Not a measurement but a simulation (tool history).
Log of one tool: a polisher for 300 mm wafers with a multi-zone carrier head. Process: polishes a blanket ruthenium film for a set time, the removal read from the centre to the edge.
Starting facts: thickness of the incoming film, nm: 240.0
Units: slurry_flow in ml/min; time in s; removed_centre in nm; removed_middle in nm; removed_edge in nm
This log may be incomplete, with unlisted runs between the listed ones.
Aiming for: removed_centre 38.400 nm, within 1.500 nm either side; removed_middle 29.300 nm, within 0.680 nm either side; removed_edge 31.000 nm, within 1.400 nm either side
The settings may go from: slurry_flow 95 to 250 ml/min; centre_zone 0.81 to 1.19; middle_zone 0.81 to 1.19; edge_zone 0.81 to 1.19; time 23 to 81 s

Run 1, day 0.000: slurry_flow 160 ml/min, centre_zone 1.00, middle_zone 1.00, edge_zone 1.00, time 52 s. Result: removed_centre 53.241 nm, removed_middle 51.111 nm, removed_edge 53.454 nm.
Run 2, day 0.354: slurry_flow 155 ml/min, centre_zone 1.02, middle_zone 0.98, edge_zone 0.97, time 48 s. Result: removed_centre 50.616 nm, removed_middle 45.581 nm, removed_edge 49.091 nm.
Run 3, day 0.404: slurry_flow 155 ml/min, centre_zone 1.02, middle_zone 1.06, edge_zone 0.97, time 48 s. Result: removed_centre 50.541 nm, removed_middle 48.937 nm, removed_edge 48.425 nm.
Run 4, day 0.725: slurry_flow 155 ml/min, centre_zone 1.02, middle_zone 1.06, edge_zone 1.00, time 48 s. Result: removed_centre 50.419 nm, removed_middle 48.897 nm, removed_edge 49.187 nm.
Run 5, day 0.958: slurry_flow 155 ml/min, centre_zone 1.04, middle_zone 1.05, edge_zone 0.97, time 45 s. Result: removed_centre 48.460 nm, removed_middle 45.276 nm, removed_edge 45.062 nm.
Run 6, day 1.258: slurry_flow 150 ml/min, centre_zone 1.05, middle_zone 1.03, edge_zone 0.95, time 43 s. Result: removed_centre 47.531 nm, removed_middle 42.317 nm, removed_edge 43.618 nm.
Run 7, day 1.425: slurry_flow 150 ml/min, centre_zone 1.06, middle_zone 1.02, edge_zone 0.93, time 40 s. Result: removed_centre 43.654 nm, removed_middle 38.999 nm, removed_edge 38.739 nm.
Run 8, day 1.475: slurry_flow 150 ml/min, centre_zone 1.07, middle_zone 1.00, edge_zone 0.91, time 39 s. Result: removed_centre 43.779 nm, removed_middle 37.301 nm, removed_edge 37.544 nm.
Run 9, day 1.596: slurry_flow 150 ml/min, centre_zone 1.07, middle_zone 0.98, edge_zone 0.90, time 38 s. Result: removed_centre 41.964 nm, removed_middle 35.944 nm, removed_edge 36.297 nm.
Run 10, day 1.875: slurry_flow 150 ml/min, centre_zone 1.07, middle_zone 0.98, edge_zone 0.90, time 38 s. Result: removed_centre 42.033 nm, removed_middle 36.210 nm, removed_edge 36.873 nm.
Run 11, day 1.979: slurry_flow 145 ml/min, centre_zone 1.08, middle_zone 0.97, edge_zone 0.89, time 37 s. Result: removed_centre 40.801 nm, removed_middle 34.443 nm, removed_edge 35.260 nm.
Run 12, day 2.017: slurry_flow 140 ml/min, centre_zone 1.09, middle_zone 0.96, edge_zone 0.88, time 37 s. Result: removed_centre 42.149 nm, removed_middle 34.269 nm, removed_edge 34.433 nm.
Run 13, day 2.138: slurry_flow 135 ml/min, centre_zone 1.08, middle_zone 0.94, edge_zone 0.87, time 37 s. Result: removed_centre 41.052 nm, removed_middle 33.415 nm, removed_edge 34.836 nm.
Run 14, day 2.221: slurry_flow 135 ml/min, centre_zone 1.08, middle_zone 0.93, edge_zone 0.86, time 36 s. Result: removed_centre 39.301 nm, removed_middle 32.197 nm, removed_edge 34.218 nm.
Run 15, day 2.262: slurry_flow 135 ml/min, centre_zone 1.09, middle_zone 0.93, edge_zone 0.85, time 36 s. Result: removed_centre 40.165 nm, removed_middle 32.266 nm, removed_edge 32.922 nm.
Run 16, day 2.362: slurry_flow 130 ml/min, centre_zone 1.09, middle_zone 0.92, edge_zone 0.84, time 36 s. Result: removed_centre 39.624 nm, removed_middle 31.679 nm, removed_edge 33.304 nm.
Run 17, day 2.575: slurry_flow 125 ml/min, centre_zone 1.10, middle_zone 0.91, edge_zone 0.82, time 35 s. Result: removed_centre 38.557 nm, removed_middle 30.535 nm, removed_edge 31.916 nm.

5 next moves are on the table. One of them brings every result within its allowed miss. Which?
Run A, day 2.788: slurry_flow 95 ml/min, centre_zone 1.16, middle_zone 0.93, edge_zone 0.82, time 35 s. Result: removed_centre ?, removed_middle ?, removed_edge ?.
Run B, day 2.788: slurry_flow 110 ml/min, centre_zone 1.15, middle_zone 0.97, edge_zone 0.81, time 35 s. Result: removed_centre ?, removed_middle ?, removed_edge ?.
Run C, day 2.788: slurry_flow 95 ml/min, centre_zone 1.08, middle_zone 0.88, edge_zone 0.89, time 37 s. Result: removed_centre ?, removed_middle ?, removed_edge ?.
Run D, day 2.788: slurry_flow 180 ml/min, centre_zone 1.10, middle_zone 0.98, edge_zone 0.81, time 32 s. Result: removed_centre ?, removed_middle ?, removed_edge ?.
Run E, day 2.788: slurry_flow 145 ml/min, centre_zone 0.98, middle_zone 0.89, edge_zone 0.83, time 36 s. Result: removed_centre ?, removed_middle ?, removed_edge ?.

move  removed_centre  removed_middle  removed_edge
   A          39.002          29.368        31.387
   B          39.850          31.169        31.774
   C          38.356          29.739        34.416
   D          37.956          30.991        30.655
   E          36.692          31.353        34.121
A: all results in spec
B: its largest miss is bigger than the last run's
C: brings the last run's worst result on target, with another outside its allowed miss
D: its largest miss is bigger than the last run's
E: its largest miss is bigger than the last run's
Go with A: it meets all targets.
